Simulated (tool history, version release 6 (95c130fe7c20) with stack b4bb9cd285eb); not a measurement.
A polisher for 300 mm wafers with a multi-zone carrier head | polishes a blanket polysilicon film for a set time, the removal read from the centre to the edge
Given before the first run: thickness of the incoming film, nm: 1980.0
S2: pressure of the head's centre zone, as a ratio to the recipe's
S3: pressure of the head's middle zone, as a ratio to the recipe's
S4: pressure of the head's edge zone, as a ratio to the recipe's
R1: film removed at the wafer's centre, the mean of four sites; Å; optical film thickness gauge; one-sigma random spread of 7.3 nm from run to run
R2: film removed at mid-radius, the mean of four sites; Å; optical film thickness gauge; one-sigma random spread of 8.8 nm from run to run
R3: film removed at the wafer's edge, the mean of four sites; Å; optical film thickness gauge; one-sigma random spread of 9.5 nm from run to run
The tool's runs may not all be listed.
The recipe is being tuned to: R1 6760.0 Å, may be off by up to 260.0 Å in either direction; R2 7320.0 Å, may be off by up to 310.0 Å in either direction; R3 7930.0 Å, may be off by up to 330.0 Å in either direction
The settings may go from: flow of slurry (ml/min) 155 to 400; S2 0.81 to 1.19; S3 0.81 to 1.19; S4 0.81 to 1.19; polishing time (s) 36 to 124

run 1 hour=0.0 | flow_of_slurry_(ml/min)=255 S2=1.00 S3=1.00 S4=1.00 polishing_time_(s)=79 | R1=6560.5 R2=6303.5 R3=6479.3
run 2 hour=3.2 | flow_of_slurry_(ml/min)=255 S2=1.00 S3=0.97 S4=1.00 polishing_time_(s)=79 | R1=6524.8 R2=6173.5 R3=6468.5
run 3 hour=4.9 | flow_of_slurry_(ml/min)=260 S2=0.97 S3=0.99 S4=1.05 polishing_time_(s)=82 | R1=6653.2 R2=6565.7 R3=6875.3
run 4 hour=11.2 | flow_of_slurry_(ml/min)=260 S2=1.03 S3=0.99 S4=1.05 polishing_time_(s)=82 | R1=6949.9 R2=6579.4 R3=6863.2
run 5 hour=13.7 | flow_of_slurry_(ml/min)=260 S2=1.03 S3=0.99 S4=0.99 polishing_time_(s)=82 | R1=7001.3 R2=6618.3 R3=6599.9
run 6 hour=20.5 | flow_of_slurry_(ml/min)=260 S2=1.03 S3=1.06 S4=0.99 polishing_time_(s)=82 | R1=7047.0 R2=6983.2 R3=6573.8
run 7 hour=28.8 | flow_of_slurry_(ml/min)=255 S2=0.99 S3=1.05 S4=1.04 polishing_time_(s)=84 | R1=6697.8 R2=7077.3 R3=7007.0
run 8 hour=35.5 | flow_of_slurry_(ml/min)=255 S2=0.98 S3=1.04 S4=1.07 polishing_time_(s)=85 | R1=6802.7 R2=7111.8 R3=7217.2
run 9 hour=42.3 | flow_of_slurry_(ml/min)=255 S2=0.97 S3=1.04 S4=1.10 polishing_time_(s)=86 | R1=6834.4 R2=7213.7 R3=7415.5
run 10 hour=44.2 | flow_of_slurry_(ml/min)=255 S2=0.96 S3=1.04 S4=1.12 polishing_time_(s)=87 | R1=6902.8 R2=7279.5 R3=7519.5

Pick the move, out of 5, that brings all results within their allowed miss; only one does.
run A hour=46.1 | flow_of_slurry_(ml/min)=235 S2=1.01 S3=1.02 S4=1.19 polishing_time_(s)=90 | R1=? R2=? R3=?
run B hour=46.1 | flow_of_slurry_(ml/min)=255 S2=0.90 S3=0.99 S4=1.15 polishing_time_(s)=91 | R1=? R2=? R3=?
run C hour=46.1 | flow_of_slurry_(ml/min)=235 S2=0.98 S3=1.01 S4=1.17 polishing_time_(s)=85 | R1=? R2=? R3=?
run D hour=46.1 | flow_of_slurry_(ml/min)=310 S2=0.99 S3=1.03 S4=1.01 polishing_time_(s)=87 | R1=? R2=? R3=?
run E hour=46.1 | flow_of_slurry_(ml/min)=340 S2=0.94 S3=1.13 S4=1.13 polishing_time_(s)=83 | R1=? R2=? R3=?

move=A R1=7330.9 R2=7409.0 R3=7857.7
move=B R1=6670.8 R2=7382.7 R3=7866.7
move=C R1=6715.9 R2=6940.6 R3=7356.6
move=D R1=7185.3 R2=7449.3 R3=7155.4
move=E R1=6571.4 R2=7758.0 R3=7256.8
A: puts the biggest miss on target and leaves a different result outside tolerance
B: hits every target within its allowed miss
C: its largest miss is bigger than the last run's
D: its largest miss is bigger than the last run's
E: its largest miss is bigger than the last run's
Answer: B

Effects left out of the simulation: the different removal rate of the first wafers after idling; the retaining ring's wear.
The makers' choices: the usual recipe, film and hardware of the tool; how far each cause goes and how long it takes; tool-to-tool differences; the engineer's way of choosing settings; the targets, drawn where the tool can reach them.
